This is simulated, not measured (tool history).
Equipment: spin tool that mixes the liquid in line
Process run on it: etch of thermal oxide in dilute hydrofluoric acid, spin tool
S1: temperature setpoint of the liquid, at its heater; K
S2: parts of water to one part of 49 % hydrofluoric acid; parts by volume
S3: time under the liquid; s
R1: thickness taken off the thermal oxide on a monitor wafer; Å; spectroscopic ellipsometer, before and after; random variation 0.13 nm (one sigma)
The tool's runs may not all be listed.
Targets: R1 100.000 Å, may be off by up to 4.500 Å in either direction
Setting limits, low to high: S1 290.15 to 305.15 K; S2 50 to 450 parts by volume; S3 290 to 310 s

Run 1, hour 0.0: S1 297.15 K, S2 250 parts by volume, S3 290 s. Result: R1 49.498 Å.
Run 2, hour 8.7: S1 298.65 K, S2 225 parts by volume, S3 290 s. Result: R1 59.826 Å.
Run 3, hour 14.3: S1 298.65 K, S2 225 parts by volume, S3 310 s. Result: R1 62.673 Å.
Run 4, hour 22.4: S1 298.65 K, S2 225 parts by volume, S3 290 s. Result: R1 59.039 Å.
Run 5, hour 27.6: S1 296.65 K, S2 225 parts by volume, S3 290 s. Result: R1 55.330 Å.
Run 6, hour 33.8: S1 298.15 K, S2 205 parts by volume, S3 290 s. Result: R1 65.319 Å.
Run 7, hour 42.2: S1 299.15 K, S2 195 parts by volume, S3 290 s. Result: R1 72.977 Å.
Run 8, hour 47.2: S1 300.15 K, S2 190 parts by volume, S3 290 s. Result: R1 77.330 Å.
Run 9, hour 53.4: S1 301.15 K, S2 185 parts by volume, S3 290 s. Result: R1 81.788 Å.
Run 10, hour 61.8: S1 301.65 K, S2 180 parts by volume, S3 290 s. Result: R1 86.302 Å.
Run 11, hour 70.7: S1 305.15 K, S2 170 parts by volume, S3 290 s. Result: R1 104.390 Å.

Below are 4 possible settings for the next run. Only one of them brings all results inside the allowed miss of their targets. Which is it?
Run A, hour 79.6: S1 305.15 K, S2 165 parts by volume, S3 295 s. Result: R1 ?.
Run B, hour 79.6: S1 305.15 K, S2 185 parts by volume, S3 310 s. Result: R1 ?.
Run C, hour 79.6: S1 303.65 K, S2 160 parts by volume, S3 310 s. Result: R1 ?.
Run D, hour 79.6: S1 303.15 K, S2 160 parts by volume, S3 310 s. Result: R1 ?.

move       R1
   A  111.530
   B  101.800
   C  115.420
   D  113.390
A: further off than the last run
B: every result within its allowed miss
C: further off than the last run
D: further off than the last run
Go with B: it meets all targets.
